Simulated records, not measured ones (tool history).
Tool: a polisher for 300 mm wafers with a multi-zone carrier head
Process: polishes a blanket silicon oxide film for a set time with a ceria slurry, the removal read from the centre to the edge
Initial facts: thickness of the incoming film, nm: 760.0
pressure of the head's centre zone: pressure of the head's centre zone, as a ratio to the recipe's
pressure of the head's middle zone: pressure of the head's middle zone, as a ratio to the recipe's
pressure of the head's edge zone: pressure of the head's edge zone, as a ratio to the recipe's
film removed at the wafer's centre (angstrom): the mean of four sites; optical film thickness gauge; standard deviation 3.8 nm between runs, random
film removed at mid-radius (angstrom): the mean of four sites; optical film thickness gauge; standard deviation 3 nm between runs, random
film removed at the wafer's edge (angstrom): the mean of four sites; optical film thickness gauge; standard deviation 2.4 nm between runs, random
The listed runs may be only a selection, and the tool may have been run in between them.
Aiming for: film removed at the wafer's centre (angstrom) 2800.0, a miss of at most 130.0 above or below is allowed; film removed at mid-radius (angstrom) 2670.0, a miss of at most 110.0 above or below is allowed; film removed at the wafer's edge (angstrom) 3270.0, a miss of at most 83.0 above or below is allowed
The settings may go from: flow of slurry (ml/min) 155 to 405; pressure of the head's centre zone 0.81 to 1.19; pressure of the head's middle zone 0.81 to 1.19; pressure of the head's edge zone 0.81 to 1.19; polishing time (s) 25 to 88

| run | hour | flow of slurry (ml/min) | pressure of the head's centre zone | pressure of the head's middle zone | pressure of the head's edge zone | polishing time (s) | film removed at the wafer's centre (angstrom) | film removed at mid-radius (angstrom) | film removed at the wafer's edge (angstrom) |
|---|---|---|---|---|---|---|---|---|---|
| 1 | 0.0 | 260 | 1.00 | 1.00 | 1.00 | 56 | 2669.6 | 2620.6 | 2813.8 |
| 2 | 6.5 | 265 | 1.00 | 0.99 | 1.05 | 57 | 2673.8 | 2674.2 | 2890.4 |
| 3 | 11.0 | 265 | 0.99 | 0.95 | 1.08 | 59 | 2777.4 | 2656.9 | 3019.7 |
| 4 | 12.9 | 320 | 0.99 | 0.95 | 1.08 | 59 | 2888.9 | 2759.9 | 3076.9 |
| 5 | 19.6 | 380 | 0.99 | 0.95 | 1.08 | 59 | 2959.4 | 2771.3 | 3156.5 |
| 6 | 23.1 | 380 | 0.99 | 1.01 | 1.08 | 59 | 2946.2 | 2890.5 | 3185.9 |
| 7 | 28.7 | 380 | 0.97 | 0.98 | 1.11 | 59 | 2853.9 | 2862.7 | 3170.7 |
|  | 29.6 | slurry nozzle cleaned |
| 8 | 29.6 | 380 | 0.96 | 0.94 | 1.13 | 59 | 2939.7 | 2878.9 | 3325.2 |
| 9 | 37.5 | 340 | 0.92 | 0.85 | 1.11 | 57 | 2653.3 | 2488.7 | 3174.8 |
| 10 | 39.5 | 345 | 0.93 | 0.86 | 1.12 | 57 | 2746.2 | 2581.5 | 3170.0 |
| 11 | 44.9 | 350 | 0.93 | 0.86 | 1.13 | 57 | 2774.9 | 2527.6 | 3208.1 |

Which one of the following 5 next-run settings gets every result inside its allowed miss? There is exactly one.
| A | 50.3 | 405 | 0.92 | 0.81 | 1.17 | 57 | ? | ? | ? |
| B | 50.3 | 375 | 0.93 | 0.91 | 1.12 | 55 | ? | ? | ? |
| C | 50.3 | 405 | 0.99 | 0.82 | 1.19 | 55 | ? | ? | ? |
| D | 50.3 | 320 | 1.00 | 0.81 | 1.15 | 59 | ? | ? | ? |
| E | 50.3 | 390 | 0.92 | 0.87 | 1.10 | 59 | ? | ? | ? |

| move | film removed at the wafer's centre (angstrom) | film removed at mid-radius (angstrom) | film removed at the wafer's edge (angstrom) |
|---|---|---|---|
| A | 2775.9 | 2464.3 | 3300.3 |
| B | 2692.1 | 2601.4 | 3095.1 |
| C | 2884.2 | 2400.8 | 3212.4 |
| D | 3057.3 | 2499.3 | 3333.9 |
| E | 2865.5 | 2697.2 | 3299.7 |
A: lands further from the targets than the last run did
B: the furthest-off result lands on target, but another misses its tolerance
C: lands further from the targets than the last run did
D: lands further from the targets than the last run did
E: meets every target
Move E is the one to make.
